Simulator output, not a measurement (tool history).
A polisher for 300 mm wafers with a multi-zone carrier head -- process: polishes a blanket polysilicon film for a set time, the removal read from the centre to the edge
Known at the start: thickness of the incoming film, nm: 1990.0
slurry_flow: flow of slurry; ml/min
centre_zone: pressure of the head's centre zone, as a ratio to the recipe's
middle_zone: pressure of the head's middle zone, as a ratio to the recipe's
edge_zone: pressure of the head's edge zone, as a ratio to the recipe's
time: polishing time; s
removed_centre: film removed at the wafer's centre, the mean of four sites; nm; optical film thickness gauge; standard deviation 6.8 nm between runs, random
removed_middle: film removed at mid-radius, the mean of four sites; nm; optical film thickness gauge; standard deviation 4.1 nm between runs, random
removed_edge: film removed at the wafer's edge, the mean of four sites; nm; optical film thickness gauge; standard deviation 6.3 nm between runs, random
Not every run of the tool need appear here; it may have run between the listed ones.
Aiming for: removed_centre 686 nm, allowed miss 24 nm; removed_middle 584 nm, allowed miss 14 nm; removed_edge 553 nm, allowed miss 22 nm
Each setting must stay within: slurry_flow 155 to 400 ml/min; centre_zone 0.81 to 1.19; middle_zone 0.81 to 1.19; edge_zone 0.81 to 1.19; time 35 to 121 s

run 1 hour=0 | slurry_flow=255 centre_zone=1 middle_zone=1 edge_zone=1 time=78 | removed_centre=535.79 removed_middle=554.06 removed_edge=544.25
run 2 hour=0.8 | slurry_flow=255 centre_zone=1 middle_zone=1 edge_zone=1 time=68 | removed_centre=459.38 removed_middle=483.25 removed_edge=463.67
run 3 hour=8.8 | slurry_flow=255 centre_zone=1 middle_zone=1 edge_zone=0.96 time=68 | removed_centre=466.94 removed_middle=481.6 removed_edge=458.21
run 4 hour=10.7 | slurry_flow=255 centre_zone=1 middle_zone=1.04 edge_zone=0.96 time=68 | removed_centre=461.04 removed_middle=500.82 removed_edge=459.06
run 5 hour=18.4 | slurry_flow=255 centre_zone=1.08 middle_zone=1.04 edge_zone=0.96 time=68 | removed_centre=502.11 removed_middle=491.18 removed_edge=459.73
-- hour=20 worn pad replaced by a new one
run 6 hour=20 | slurry_flow=255 centre_zone=1.08 middle_zone=1.04 edge_zone=0.96 time=80 | removed_centre=659.16 removed_middle=642.22 removed_edge=595.99
run 7 hour=21.2 | slurry_flow=250 centre_zone=1.09 middle_zone=1.03 edge_zone=0.94 time=79 | removed_centre=650.52 removed_middle=630.76 removed_edge=586.83
run 8 hour=25.4 | slurry_flow=260 centre_zone=1.11 middle_zone=1.03 edge_zone=0.94 time=78 | removed_centre=654.93 removed_middle=626.58 removed_edge=574.31
run 9 hour=27.1 | slurry_flow=260 centre_zone=1.12 middle_zone=1.02 edge_zone=0.93 time=77 | removed_centre=650.93 removed_middle=618.67 removed_edge=573.19
run 10 hour=29.3 | slurry_flow=245 centre_zone=1.13 middle_zone=1.02 edge_zone=0.93 time=77 | removed_centre=663.32 removed_middle=604.19 removed_edge=575.22
run 11 hour=33.7 | slurry_flow=245 centre_zone=1.14 middle_zone=1.02 edge_zone=0.92 time=76 | removed_centre=655.75 removed_middle=596.24 removed_edge=570.08
run 12 hour=35.8 | slurry_flow=255 centre_zone=1.15 middle_zone=1.01 edge_zone=0.91 time=75 | removed_centre=640.1 removed_middle=592.04 removed_edge=555.05

Which single option among these 5 for the next run brings every result within its allowed miss of target? Just one does.
run A hour=37.9 | slurry_flow=175 centre_zone=1.07 middle_zone=1.07 edge_zone=0.94 time=75 | removed_centre=? removed_middle=? removed_edge=?
run B hour=37.9 | slurry_flow=215 centre_zone=0.99 middle_zone=0.92 edge_zone=0.81 time=82 | removed_centre=? removed_middle=? removed_edge=?
run C hour=37.9 | slurry_flow=245 centre_zone=1.06 middle_zone=0.98 edge_zone=0.93 time=76 | removed_centre=? removed_middle=? removed_edge=?
run D hour=37.9 | slurry_flow=275 centre_zone=1.09 middle_zone=1.04 edge_zone=0.98 time=72 | removed_centre=? removed_middle=? removed_edge=?
run E hour=37.9 | slurry_flow=230 centre_zone=1.19 middle_zone=0.98 edge_zone=0.88 time=77 | removed_centre=? removed_middle=? removed_edge=?

move=A removed_centre=573.95 removed_middle=582.44 removed_edge=528.93
move=B removed_centre=600.92 removed_middle=579.29 removed_edge=554.71
move=C removed_centre=608.37 removed_middle=575.5 removed_edge=553.73
move=D removed_centre=601.85 removed_middle=580.82 removed_edge=542.69
move=E removed_centre=686.39 removed_middle=578.09 removed_edge=543.69
A: misses by more than the last run did
B: misses by more than the last run did
C: misses by more than the last run did
D: misses by more than the last run did
E: every result lands within tolerance
Answer: E
